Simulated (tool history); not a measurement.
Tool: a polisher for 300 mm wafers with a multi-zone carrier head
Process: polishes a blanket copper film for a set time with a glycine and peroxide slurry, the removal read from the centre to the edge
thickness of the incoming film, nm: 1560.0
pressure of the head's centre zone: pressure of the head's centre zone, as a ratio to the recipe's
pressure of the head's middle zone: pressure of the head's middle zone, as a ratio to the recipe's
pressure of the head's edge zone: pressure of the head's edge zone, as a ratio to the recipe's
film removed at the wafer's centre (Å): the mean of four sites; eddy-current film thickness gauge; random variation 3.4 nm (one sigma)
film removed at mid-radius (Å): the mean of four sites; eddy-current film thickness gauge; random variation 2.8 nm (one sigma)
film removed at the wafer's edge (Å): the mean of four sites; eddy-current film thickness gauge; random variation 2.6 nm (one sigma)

run    day  flow of slurry (ml/min)  pressure of the head's centre zone  pressure of the head's middle zone  pressure of the head's edge zone  polishing time (s)  film removed at the wafer's centre (Å)  film removed at mid-radius (Å)  film removed at the wafer's edge (Å)
  1      0                      215                                   1                                   1                                 1                  38                                  2072.6                          2018.3                                2032.5
  2  0.375                      220                                1.01                                1.01                              1.04                  39                                  2124.8                          2173.6                                2115.7
  3  0.538                      220                                1.01                                1.01                              1.11                  39                                  2172.8                          2153.8                                2159.1
  4  0.817                      225                                1.01                                   1                              1.13                  40                                  2239.7                            2209                                2288.9
  5  1.033                      235                                1.02                                   1                              1.15                  41                                  2294.8                          2231.9                                2391.8
  6  1.383                      235                                1.05                                   1                              1.15                  41                                  2434.8                          2289.6                                2380.4

Forecast run 7:
  7  1.533                      245                                1.05                                   1                              1.16                  41                                       ?                               ?                                     ?

{"run 7": {"film removed at the wafer's centre (Å)": 2413, "film removed at mid-radius (Å)": 2290.6, "film removed at the wafer's edge (Å)": 2434}}

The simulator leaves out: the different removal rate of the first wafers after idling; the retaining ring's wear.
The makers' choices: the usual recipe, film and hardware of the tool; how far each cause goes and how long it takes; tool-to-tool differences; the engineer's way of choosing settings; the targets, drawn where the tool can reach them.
